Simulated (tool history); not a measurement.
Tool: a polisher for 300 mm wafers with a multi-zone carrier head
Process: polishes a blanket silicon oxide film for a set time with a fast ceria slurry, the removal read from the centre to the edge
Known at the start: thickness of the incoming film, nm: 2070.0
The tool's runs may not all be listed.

run	day	flow of slurry (ml/min)	pressure of the head's centre zone	pressure of the head's middle zone	pressure of the head's edge zone	polishing time (s)	film removed at the wafer's centre (Å)	film removed at mid-radius (Å)	film removed at the wafer's edge (Å)
1	0.000	220	1.00	1.00	1.00	43	9009.4	8884.9	8729.4
2	0.271	220	1.00	1.00	1.08	43	8750.0	8742.8	9320.2
3	0.588	265	1.00	1.00	1.08	43	9057.7	9020.5	9413.6
4	0.817	265	1.00	1.00	1.12	43	9125.9	9124.0	9484.5
5	0.921	310	1.00	1.00	1.12	43	9364.1	9168.3	9527.0
6	1.142	310	1.00	1.00	1.12	53	11395.0	11013.0	11913.0
7	1.371	250	0.92	0.90	1.16	41	7790.2	8036.1	9026.3
8	1.683	235	0.93	0.89	1.15	38	7396.6	7233.2	8542.4

Forecast run 9:
9	1.758	230	0.88	0.84	1.05	26	?	?	?

{"run 9": {"film removed at the wafer's centre (Å)": 4682.2, "film removed at mid-radius (Å)": 4738.8, "film removed at the wafer's edge (Å)": 5511.9}}

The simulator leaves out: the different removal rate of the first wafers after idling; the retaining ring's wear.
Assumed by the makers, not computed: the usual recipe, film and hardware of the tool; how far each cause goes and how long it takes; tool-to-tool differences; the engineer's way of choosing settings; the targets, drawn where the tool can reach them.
